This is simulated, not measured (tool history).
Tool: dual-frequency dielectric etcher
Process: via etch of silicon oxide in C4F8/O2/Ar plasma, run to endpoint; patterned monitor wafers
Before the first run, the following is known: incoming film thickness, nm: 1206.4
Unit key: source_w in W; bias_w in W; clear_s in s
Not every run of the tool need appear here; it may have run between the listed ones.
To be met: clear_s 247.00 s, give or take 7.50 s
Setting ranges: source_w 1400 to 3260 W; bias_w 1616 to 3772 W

| run | hour | source_w | bias_w | clear_s |
|---|---|---|---|---|
| 1 | 0.0 | 2330 | 2694 | 192.00 |
| 2 | 7.5 | 2100 | 2493 | 206.89 |
| 3 | 16.3 | 2490 | 2493 | 196.15 |
| 4 | 18.9 | 2310 | 2305 | 201.20 |
|  | 24.7 | wet clean of the chamber |
| 5 | 24.7 | 2580 | 2305 | 209.46 |
| 6 | 31.5 | 2270 | 2305 | 211.49 |
| 7 | 39.3 | 2180 | 2178 | 222.72 |
| 8 | 47.0 | 2080 | 2133 | 230.07 |
| 9 | 53.5 | 2010 | 2110 | 231.49 |
| 10 | 56.8 | 1650 | 1875 | 253.91 |

Which single option among these 4 for the next run brings every result within its allowed miss of target? Just one does.
| A | 60.1 | 1640 | 2125 | ? |
| B | 60.1 | 1600 | 1688 | ? |
| C | 60.1 | 1560 | 1849 | ? |
| D | 60.1 | 1780 | 1616 | ? |

| move | clear_s |
|---|---|
| A | 252.09 |
| B | 269.79 |
| C | 266.15 |
| D | 262.18 |
A: meets every target
B: moves away from the targets compared with the last run
C: moves away from the targets compared with the last run
D: moves away from the targets compared with the last run
Go with A: it meets all targets.
